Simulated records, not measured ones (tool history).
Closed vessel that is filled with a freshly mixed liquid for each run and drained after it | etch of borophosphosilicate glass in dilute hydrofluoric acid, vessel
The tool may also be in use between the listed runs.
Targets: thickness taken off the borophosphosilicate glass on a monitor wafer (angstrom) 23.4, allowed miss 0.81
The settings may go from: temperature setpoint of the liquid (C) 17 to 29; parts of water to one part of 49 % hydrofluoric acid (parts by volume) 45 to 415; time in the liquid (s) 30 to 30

| run | hour | temperature setpoint of the liquid (C) | parts of water to one part of 49 % hydrofluoric acid (parts by volume) | time in the liquid (s) | thickness taken off the borophosphosilicate glass on a monitor wafer (angstrom) |
|---|---|---|---|---|---|
| 1 | 0 | 21 | 230 | 30 | 52.306 |
| 2 | 7.4 | 20 | 270 | 30 | 40.56 |
| 3 | 8.2 | 20 | 225 | 30 | 51.429 |
| 4 | 16.6 | 20 | 300 | 30 | 35.629 |
| 5 | 20.2 | 23.5 | 300 | 30 | 40.661 |
| 6 | 26.3 | 23.5 | 220 | 30 | 60.494 |
| 7 | 34.3 | 21.5 | 265 | 30 | 44.108 |
| 8 | 43 | 20 | 295 | 30 | 36.511 |
| 9 | 45.9 | 19 | 315 | 30 | 32.606 |
| 10 | 53.2 | 18.5 | 335 | 30 | 29.801 |
| 11 | 59.5 | 18 | 350 | 30 | 27.355 |
| 12 | 68.4 | 17.5 | 360 | 30 | 26.081 |

Which of these 5 next moves meets every target?
| A | 77.3 | 20.5 | 360 | 30 | ? |
| B | 77.3 | 18.5 | 330 | 30 | ? |
| C | 77.3 | 18 | 340 | 30 | ? |
| D | 77.3 | 19.5 | 410 | 30 | ? |
| E | 77.3 | 17 | 305 | 30 | ? |

| move | thickness taken off the borophosphosilicate glass on a monitor wafer (angstrom) |
|---|---|
| A | 28.732 |
| B | 30.006 |
| C | 28.36 |
| D | 23.348 |
| E | 31.418 |
A: further off than the last run
B: further off than the last run
C: further off than the last run
D: meets every target
E: further off than the last run
Move D is the one to make.
